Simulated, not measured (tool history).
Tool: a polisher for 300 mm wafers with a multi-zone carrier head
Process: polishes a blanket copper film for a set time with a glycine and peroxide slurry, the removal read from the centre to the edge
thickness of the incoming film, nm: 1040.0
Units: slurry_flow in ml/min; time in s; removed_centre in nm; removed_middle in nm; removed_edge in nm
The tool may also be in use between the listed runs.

run	hour	slurry_flow	centre_zone	middle_zone	edge_zone	time	removed_centre	removed_middle	removed_edge
1	0.0	215	1.00	1.00	1.00	32	237.97	241.94	238.82
2	2.3	215	1.00	0.96	1.00	32	237.78	233.36	235.29
3	9.4	215	1.00	0.88	1.00	32	234.05	217.83	235.95
4	13.1	215	1.00	0.81	1.00	32	236.74	203.10	242.67
5	21.1	215	1.00	0.81	1.08	32	238.38	203.91	245.40
6	26.5	215	1.00	0.81	1.04	32	237.54	205.56	244.26
7	30.1	220	0.98	0.91	0.94	24	174.32	168.65	175.66
8	33.7	235	0.98	0.94	0.96	24	177.45	177.05	178.79

The next listed run, before its measurement:
9	37.6	250	0.98	0.95	0.98	24	?	?	?

Run 9 gave removed_centre 175.95 nm, removed_middle 178.16 nm, removed_edge 177.96 nm.
